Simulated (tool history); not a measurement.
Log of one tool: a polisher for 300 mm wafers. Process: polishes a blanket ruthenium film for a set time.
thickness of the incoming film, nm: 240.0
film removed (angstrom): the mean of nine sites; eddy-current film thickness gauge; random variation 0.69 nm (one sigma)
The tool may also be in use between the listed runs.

| run | hour | flow of slurry (ml/min) | pressure of the wafer on the pad (psi) | speed of the pad under the wafer (cm/s) | polishing time (s) | film removed (angstrom) |
|---|---|---|---|---|---|---|
| 1 | 0 | 175 | 2.6 | 96 | 86 | 1015.3 |
| 2 | 3.9 | 175 | 2.6 | 96 | 86 | 1047.2 |
| 3 | 9.1 | 175 | 2.6 | 96 | 90 | 1093.1 |
| 4 | 11.2 | 175 | 2.4 | 92 | 90 | 989.13 |
| 5 | 20.2 | 175 | 2.4 | 78 | 90 | 819.93 |
| 6 | 24.2 | 175 | 2.2 | 78 | 90 | 769.71 |
| 7 | 32.7 | 175 | 2 | 78 | 90 | 694.88 |

Run 8 comes next. What will it give?
| 8 | 38.1 | 175 | 1.9 | 78 | 90 | ? |

Run 8 gave film removed (angstrom) 662.83.

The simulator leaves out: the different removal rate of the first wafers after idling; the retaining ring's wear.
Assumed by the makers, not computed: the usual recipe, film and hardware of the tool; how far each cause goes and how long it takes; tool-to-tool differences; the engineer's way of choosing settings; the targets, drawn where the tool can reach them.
